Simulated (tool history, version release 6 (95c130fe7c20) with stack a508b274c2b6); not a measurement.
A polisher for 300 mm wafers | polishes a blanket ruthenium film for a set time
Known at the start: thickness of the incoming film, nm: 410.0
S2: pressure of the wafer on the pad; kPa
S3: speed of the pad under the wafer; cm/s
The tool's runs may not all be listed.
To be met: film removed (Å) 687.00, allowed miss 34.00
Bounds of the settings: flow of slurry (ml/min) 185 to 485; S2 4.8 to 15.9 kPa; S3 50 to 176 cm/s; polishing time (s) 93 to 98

{"run": 1, "hour": 0.0, "flow of slurry (ml/min)": 310, "S2": 10.3, "S3": 112, "polishing time (s)": 93, "film removed (Å)": 961.94}
{"run": 2, "hour": 0.9, "flow of slurry (ml/min)": 310, "S2": 10.3, "S3": 134, "polishing time (s)": 93, "film removed (Å)": 1117.2}
{"run": 3, "hour": 8.0, "flow of slurry (ml/min)": 310, "S2": 9.7, "S3": 134, "polishing time (s)": 93, "film removed (Å)": 1095.7}
{"run": 4, "hour": 14.7, "flow of slurry (ml/min)": 310, "S2": 9.0, "S3": 132, "polishing time (s)": 93, "film removed (Å)": 1010.4}
{"run": 5, "hour": 21.0, "flow of slurry (ml/min)": 310, "S2": 9.0, "S3": 132, "polishing time (s)": 93, "film removed (Å)": 1014.7}
{"run": 6, "hour": 25.9, "flow of slurry (ml/min)": 310, "S2": 8.3, "S3": 130, "polishing time (s)": 93, "film removed (Å)": 935.5}
{"run": 7, "hour": 27.4, "flow of slurry (ml/min)": 310, "S2": 7.6, "S3": 130, "polishing time (s)": 93, "film removed (Å)": 878.63}
{"run": 8, "hour": 35.5, "flow of slurry (ml/min)": 310, "S2": 6.9, "S3": 130, "polishing time (s)": 93, "film removed (Å)": 826.42}
{"run": 9, "hour": 42.6, "flow of slurry (ml/min)": 310, "S2": 4.8, "S3": 128, "polishing time (s)": 93, "film removed (Å)": 632.09}

Which of these 5 next moves meets every target?
{"run": "A", "hour": 49.7, "flow of slurry (ml/min)": 290, "S2": 7.6, "S3": 98, "polishing time (s)": 93, "film removed (Å)": "?"}
{"run": "B", "hour": 49.7, "flow of slurry (ml/min)": 270, "S2": 5.5, "S3": 106, "polishing time (s)": 95, "film removed (Å)": "?"}
{"run": "C", "hour": 49.7, "flow of slurry (ml/min)": 320, "S2": 6.2, "S3": 90, "polishing time (s)": 93, "film removed (Å)": "?"}
{"run": "D", "hour": 49.7, "flow of slurry (ml/min)": 300, "S2": 4.8, "S3": 116, "polishing time (s)": 93, "film removed (Å)": "?"}
{"run": "E", "hour": 49.7, "flow of slurry (ml/min)": 335, "S2": 5.5, "S3": 106, "polishing time (s)": 93, "film removed (Å)": "?"}

move=A film_removed_(Å)=704.31
move=B film_removed_(Å)=606.58
move=C film_removed_(Å)=578.32
move=D film_removed_(Å)=592.89
move=E film_removed_(Å)=609.55
A: meets every target
B: further off than the last run
C: further off than the last run
D: further off than the last run
E: further off than the last run
Move A is the one to make.

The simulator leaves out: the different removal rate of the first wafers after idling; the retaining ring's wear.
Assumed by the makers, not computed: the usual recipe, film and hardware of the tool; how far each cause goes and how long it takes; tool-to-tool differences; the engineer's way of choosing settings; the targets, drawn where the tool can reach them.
